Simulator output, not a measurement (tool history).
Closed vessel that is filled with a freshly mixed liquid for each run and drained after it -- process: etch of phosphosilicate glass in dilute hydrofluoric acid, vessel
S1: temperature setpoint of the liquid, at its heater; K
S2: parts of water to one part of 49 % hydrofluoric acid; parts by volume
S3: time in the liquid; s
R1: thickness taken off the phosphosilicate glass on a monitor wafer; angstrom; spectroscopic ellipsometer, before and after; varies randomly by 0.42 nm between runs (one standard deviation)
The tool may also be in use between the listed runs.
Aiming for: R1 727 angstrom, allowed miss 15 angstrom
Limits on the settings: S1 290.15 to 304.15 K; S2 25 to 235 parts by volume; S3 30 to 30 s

run 1 hour=0 | S1=296.15 S2=130 S3=30 | R1=284.66
run 2 hour=4.7 | S1=296.15 S2=130 S3=30 | R1=281.79
run 3 hour=10.4 | S1=296.15 S2=130 S3=30 | R1=279.5
run 4 hour=19.4 | S1=297.15 S2=120 S3=30 | R1=322.63
run 5 hour=28.2 | S1=295.15 S2=120 S3=30 | R1=294.13
run 6 hour=32.5 | S1=295.15 S2=150 S3=30 | R1=231.21
run 7 hour=33.5 | S1=296.15 S2=140 S3=30 | R1=259.28
run 8 hour=37.3 | S1=300.15 S2=90 S3=30 | R1=502.65
run 9 hour=40 | S1=300.65 S2=90 S3=30 | R1=504.24
run 10 hour=48.2 | S1=301.15 S2=90 S3=30 | R1=522.8
run 11 hour=55.5 | S1=301.65 S2=90 S3=30 | R1=527.72
run 12 hour=60.2 | S1=302.15 S2=90 S3=30 | R1=543.31
run 13 hour=63.4 | S1=303.15 S2=75 S3=30 | R1=690.68

Pick the move, out of 4, that brings all results within their allowed miss; only one does.
run A hour=66.6 | S1=303.65 S2=70 S3=30 | R1=?
run B hour=66.6 | S1=302.65 S2=70 S3=30 | R1=?
run C hour=66.6 | S1=301.15 S2=70 S3=30 | R1=?
run D hour=66.6 | S1=304.15 S2=70 S3=30 | R1=?

move=A R1=757.02
move=B R1=728.08
move=C R1=686.31
move=D R1=771.82
A: the result that was furthest off in the last run now lies on the other side of its target
B: in spec on every target
C: lands further from the targets than the last run did
D: the result that was furthest off in the last run now lies on the other side of its target
So the answer is move B, the one that meets all the targets.

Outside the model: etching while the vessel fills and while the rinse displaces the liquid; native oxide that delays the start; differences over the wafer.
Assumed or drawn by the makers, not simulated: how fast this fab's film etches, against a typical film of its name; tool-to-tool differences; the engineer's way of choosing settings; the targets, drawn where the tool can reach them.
